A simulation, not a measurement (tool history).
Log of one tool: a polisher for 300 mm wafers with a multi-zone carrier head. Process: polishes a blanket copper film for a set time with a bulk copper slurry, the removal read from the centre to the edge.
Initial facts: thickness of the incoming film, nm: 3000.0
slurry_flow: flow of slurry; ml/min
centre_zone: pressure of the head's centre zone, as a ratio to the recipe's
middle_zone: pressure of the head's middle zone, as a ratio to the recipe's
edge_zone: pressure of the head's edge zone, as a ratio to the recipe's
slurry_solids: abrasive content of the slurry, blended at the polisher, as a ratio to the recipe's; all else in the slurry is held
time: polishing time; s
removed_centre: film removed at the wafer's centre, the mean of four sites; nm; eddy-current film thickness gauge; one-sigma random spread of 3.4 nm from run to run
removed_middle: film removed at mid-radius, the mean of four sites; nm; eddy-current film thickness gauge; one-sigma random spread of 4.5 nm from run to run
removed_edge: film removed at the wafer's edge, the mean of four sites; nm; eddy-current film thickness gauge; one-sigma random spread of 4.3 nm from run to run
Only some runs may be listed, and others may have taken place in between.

Run 1, hour 0: slurry_flow 310 ml/min, centre_zone 1, middle_zone 1, edge_zone 1, slurry_solids 1, time 84 s. Result: removed_centre 774.12 nm, removed_middle 737.98 nm, removed_edge 750.11 nm.
Run 2, hour 1.6: slurry_flow 305 ml/min, centre_zone 0.96, middle_zone 0.99, edge_zone 0.98, slurry_solids 0.9, time 79 s. Result: removed_centre 693.07 nm, removed_middle 682.32 nm, removed_edge 684.93 nm.
Run 3, hour 7.3: slurry_flow 350 ml/min, centre_zone 0.96, middle_zone 0.99, edge_zone 0.98, slurry_solids 0.9, time 79 s. Result: removed_centre 705.23 nm, removed_middle 684.23 nm, removed_edge 695.49 nm.
Run 4, hour 10.7: slurry_flow 350 ml/min, centre_zone 0.96, middle_zone 0.93, edge_zone 0.98, slurry_solids 0.9, time 79 s. Result: removed_centre 692.94 nm, removed_middle 656.92 nm, removed_edge 690.85 nm.
Run 5, hour 16.7: slurry_flow 350 ml/min, centre_zone 0.96, middle_zone 0.93, edge_zone 0.98, slurry_solids 0.9, time 93 s. Result: removed_centre 820.8 nm, removed_middle 757.98 nm, removed_edge 804.19 nm.
Run 6, hour 19.2: slurry_flow 350 ml/min, centre_zone 0.96, middle_zone 0.93, edge_zone 1.06, slurry_solids 0.9, time 93 s. Result: removed_centre 826.28 nm, removed_middle 760.87 nm, removed_edge 845.26 nm.
Run 7, hour 26.7: slurry_flow 335 ml/min, centre_zone 0.93, middle_zone 0.92, edge_zone 1.03, slurry_solids 0.8, time 86 s. Result: removed_centre 725.28 nm, removed_middle 679.01 nm, removed_edge 754.35 nm.
Run 8, hour 34.3: slurry_flow 325 ml/min, centre_zone 0.91, middle_zone 0.93, edge_zone 1, slurry_solids 0.75, time 80 s. Result: removed_centre 652.64 nm, removed_middle 637.59 nm, removed_edge 682.22 nm.
Run 9, hour 40.4: slurry_flow 315 ml/min, centre_zone 0.89, middle_zone 0.93, edge_zone 0.98, slurry_solids 0.7, time 76 s. Result: removed_centre 595.3 nm, removed_middle 598.59 nm, removed_edge 630.86 nm.
Run 10, hour 43.9: slurry_flow 305 ml/min, centre_zone 0.87, middle_zone 0.92, edge_zone 0.96, slurry_solids 0.65, time 73 s. Result: removed_centre 552.26 nm, removed_middle 561.18 nm, removed_edge 593.72 nm.

Estimate the outcome of run 11 from the log above:
Run 11, hour 50.8: slurry_flow 255 ml/min, centre_zone 0.81, middle_zone 0.93, edge_zone 0.86, slurry_solids 0.5, time 60 s. Result: removed_centre ?, removed_middle ?, removed_edge ?.

{"run 11": {"removed_centre": 399.71, "removed_middle": 449.69, "removed_edge": 443.88}}
